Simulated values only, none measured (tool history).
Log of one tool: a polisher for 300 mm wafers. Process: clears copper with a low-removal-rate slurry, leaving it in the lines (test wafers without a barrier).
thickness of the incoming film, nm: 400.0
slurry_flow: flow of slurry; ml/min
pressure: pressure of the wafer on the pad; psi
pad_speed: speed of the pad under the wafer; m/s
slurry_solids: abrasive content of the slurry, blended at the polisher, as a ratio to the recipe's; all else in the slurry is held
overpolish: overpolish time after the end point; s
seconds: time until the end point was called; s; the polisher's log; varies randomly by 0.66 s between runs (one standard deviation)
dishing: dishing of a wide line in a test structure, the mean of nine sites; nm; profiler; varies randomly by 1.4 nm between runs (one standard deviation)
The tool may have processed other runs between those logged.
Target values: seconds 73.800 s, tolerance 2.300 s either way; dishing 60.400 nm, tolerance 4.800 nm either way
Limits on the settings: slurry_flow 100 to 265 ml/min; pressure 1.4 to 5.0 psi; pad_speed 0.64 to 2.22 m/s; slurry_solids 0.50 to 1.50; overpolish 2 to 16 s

run	hour	slurry_flow	pressure	pad_speed	slurry_solids	overpolish	seconds	dishing
1	0.0	170	3.2	1.42	1.00	8	97.813	29.161
2	6.5	170	2.4	1.42	1.00	8	120.230	24.341
3	13.4	170	2.4	1.56	1.00	8	112.500	24.378
4	18.0	200	2.4	1.56	1.00	8	106.910	25.136
5	26.7	185	2.4	1.56	1.00	8	109.580	24.246
6	29.1	185	2.4	1.56	1.00	4	110.990	13.480
7	36.2	180	2.8	1.54	1.00	6	99.151	22.043
8	39.3	180	2.8	1.54	1.00	6	97.480	21.653
9	43.7	180	3.1	1.52	1.00	7	91.606	27.276
10	46.1	185	3.3	1.52	1.00	8	87.894	31.405
11	50.3	185	3.5	1.52	1.00	9	83.251	37.099
12	53.7	190	3.6	1.52	1.00	10	81.678	42.254
13	56.6	195	3.7	1.52	1.00	11	77.757	45.351
14	61.8	190	3.8	1.52	1.00	12	77.787	52.106
15	69.7	195	3.8	1.52	1.00	12	77.715	51.973
16	70.8	195	3.9	1.52	1.00	12	75.644	50.189

Exercise: of the 5 proposed moves below, exactly one satisfies all targets within the stated allowed misses. Which move is it?
A	71.9	195	3.4	1.64	0.85	13	?	?
B	71.9	225	4.2	1.50	0.80	14	?	?
C	71.9	195	4.1	1.42	0.75	15	?	?
D	71.9	210	3.6	1.68	1.10	12	?	?
E	71.9	210	4.1	1.36	1.10	12	?	?

move	seconds	dishing
A	81.173	51.128
B	72.616	60.414
C	79.566	59.221
D	72.454	52.753
E	77.144	50.269
A: lands further from the targets than the last run did
B: all results in spec
C: gets the furthest-off result to its target, but another result is out of tolerance
D: an improvement on the last run, though not all results are within tolerance
E: roughly where the last run was
Move B is the one to make.
